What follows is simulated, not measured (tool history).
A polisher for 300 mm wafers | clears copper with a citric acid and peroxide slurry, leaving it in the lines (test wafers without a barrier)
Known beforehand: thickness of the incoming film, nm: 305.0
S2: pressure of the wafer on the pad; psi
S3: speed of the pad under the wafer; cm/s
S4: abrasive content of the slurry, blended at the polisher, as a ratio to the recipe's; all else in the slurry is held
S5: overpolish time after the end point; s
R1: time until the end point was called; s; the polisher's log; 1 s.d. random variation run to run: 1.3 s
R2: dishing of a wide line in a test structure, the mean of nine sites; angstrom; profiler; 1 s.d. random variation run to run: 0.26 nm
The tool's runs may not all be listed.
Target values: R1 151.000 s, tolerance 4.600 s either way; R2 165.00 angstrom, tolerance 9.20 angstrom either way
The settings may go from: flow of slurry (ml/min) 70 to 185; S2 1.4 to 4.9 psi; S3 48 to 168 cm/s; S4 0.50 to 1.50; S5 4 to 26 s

{"run": 1, "hour": 0.0, "flow of slurry (ml/min)": 120, "S2": 3.1, "S3": 108, "S4": 1.0, "S5": 13, "R1": 90.479, "R2": 250.48}
{"run": 2, "hour": 1.4, "flow of slurry (ml/min)": 115, "S2": 2.9, "S3": 108, "S4": 1.0, "S5": 13, "R1": 98.722, "R2": 231.23}
{"run": 3, "hour": 8.2, "flow of slurry (ml/min)": 130, "S2": 2.9, "S3": 108, "S4": 1.0, "S5": 13, "R1": 96.057, "R2": 232.47}
{"run": 4, "hour": 10.2, "flow of slurry (ml/min)": 130, "S2": 2.9, "S3": 124, "S4": 1.0, "S5": 13, "R1": 85.489, "R2": 255.93}
{"run": 5, "hour": 12.0, "flow of slurry (ml/min)": 130, "S2": 3.4, "S3": 124, "S4": 1.0, "S5": 13, "R1": 71.763, "R2": 303.85}
{"run": 6, "hour": 17.3, "flow of slurry (ml/min)": 130, "S2": 3.0, "S3": 124, "S4": 1.0, "S5": 13, "R1": 83.474, "R2": 265.02}
{"run": 7, "hour": 21.4, "flow of slurry (ml/min)": 125, "S2": 2.7, "S3": 124, "S4": 1.0, "S5": 13, "R1": 90.789, "R2": 238.92}
{"run": 8, "hour": 30.1, "flow of slurry (ml/min)": 125, "S2": 2.5, "S3": 122, "S4": 1.0, "S5": 13, "R1": 101.78, "R2": 222.13}
{"run": 9, "hour": 33.7, "flow of slurry (ml/min)": 120, "S2": 2.3, "S3": 122, "S4": 1.0, "S5": 13, "R1": 110.32, "R2": 196.52}
{"run": 10, "hour": 41.8, "flow of slurry (ml/min)": 115, "S2": 2.2, "S3": 122, "S4": 1.0, "S5": 13, "R1": 116.29, "R2": 198.98}
{"run": 11, "hour": 50.8, "flow of slurry (ml/min)": 110, "S2": 2.1, "S3": 122, "S4": 1.0, "S5": 13, "R1": 121.28, "R2": 183.19}
{"run": 12, "hour": 53.1, "flow of slurry (ml/min)": 105, "S2": 2.0, "S3": 122, "S4": 1.0, "S5": 13, "R1": 129.59, "R2": 174.44}
{"run": 13, "hour": 54.8, "flow of slurry (ml/min)": 100, "S2": 2.0, "S3": 122, "S4": 1.0, "S5": 13, "R1": 134.55, "R2": 169.08}
{"run": 14, "hour": 63.1, "flow of slurry (ml/min)": 95, "S2": 2.0, "S3": 122, "S4": 1.0, "S5": 13, "R1": 132.51, "R2": 169.29}
{"run": 15, "hour": 66.7, "flow of slurry (ml/min)": 90, "S2": 2.0, "S3": 122, "S4": 1.0, "S5": 13, "R1": 136.35, "R2": 171.31}

Consider the 5 candidate settings below. Which is the only one whose results all fall within their allowed miss of target?
{"run": "A", "hour": 70.3, "flow of slurry (ml/min)": 105, "S2": 2.3, "S3": 100, "S4": 0.85, "S5": 13, "R1": "?", "R2": "?"}
{"run": "B", "hour": 70.3, "flow of slurry (ml/min)": 125, "S2": 1.9, "S3": 120, "S4": 1.4, "S5": 13, "R1": "?", "R2": "?"}
{"run": "C", "hour": 70.3, "flow of slurry (ml/min)": 85, "S2": 1.9, "S3": 114, "S4": 1.1, "S5": 14, "R1": "?", "R2": "?"}
{"run": "D", "hour": 70.3, "flow of slurry (ml/min)": 85, "S2": 2.3, "S3": 124, "S4": 1.0, "S5": 13, "R1": "?", "R2": "?"}
{"run": "E", "hour": 70.3, "flow of slurry (ml/min)": 75, "S2": 2.7, "S3": 102, "S4": 1.0, "S5": 12, "R1": "?", "R2": "?"}

move=A R1=140.050 R2=163.86
move=B R1=119.960 R2=186.65
move=C R1=149.200 R2=164.37
move=D R1=118.870 R2=189.52
move=E R1=125.800 R2=168.70
A: nearer the targets than the last run, but a result is still out of spec
B: its largest miss is bigger than the last run's
C: in spec on every target
D: its largest miss is bigger than the last run's
E: its largest miss is bigger than the last run's
So the answer is move C, the one that meets all the targets.
